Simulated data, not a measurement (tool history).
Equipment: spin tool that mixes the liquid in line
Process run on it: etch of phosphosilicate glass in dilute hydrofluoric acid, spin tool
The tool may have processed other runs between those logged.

run	hour	temperature setpoint of the liquid (K)	parts of water to one part of 49 % hydrofluoric acid (parts by volume)	time under the liquid (s)	thickness taken off the phosphosilicate glass on a monitor wafer (nm)
1	0.0	297.15	115	45	41.205
2	5.2	299.15	115	45	43.217
3	11.6	299.15	115	50	49.079
4	17.7	300.15	115	50	50.728
5	23.9	300.15	115	50	50.336
6	29.9	300.15	115	50	50.618
7	36.9	301.15	115	50	52.818

Run 8 comes next. What will it give?
8	41.0	301.65	115	50	?

Run 8 measured thickness taken off the phosphosilicate glass on a monitor wafer (nm) 52.937.
